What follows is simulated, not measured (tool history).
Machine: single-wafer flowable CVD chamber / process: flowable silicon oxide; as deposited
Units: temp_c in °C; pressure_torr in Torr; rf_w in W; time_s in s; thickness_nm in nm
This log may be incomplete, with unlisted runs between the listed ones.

run  hour  temp_c  pressure_torr  rf_w  time_s  thickness_nm
  1     0     105          0.728  2445     408        168.12
  2   8.4     105          0.728  2445     408         167.6
  3   9.5     105          0.728  2445     388        160.82
  4  11.8     104          0.728  2445     388        165.77
  5  15.3     103          0.728  2445     388        171.92
  6  24.4     102          0.728  2445     388        178.96
  7  28.6      93          0.729  2445     388        252.47
     36.8  -- thermocouple changed; heater temperature recalibrated
  8  36.8      95          0.729  2445     388         265.3

The next listed run, before its measurement:
  9  42.6      97          0.729  2445     388             ?

{"run 9": {"thickness_nm": 245.47}}

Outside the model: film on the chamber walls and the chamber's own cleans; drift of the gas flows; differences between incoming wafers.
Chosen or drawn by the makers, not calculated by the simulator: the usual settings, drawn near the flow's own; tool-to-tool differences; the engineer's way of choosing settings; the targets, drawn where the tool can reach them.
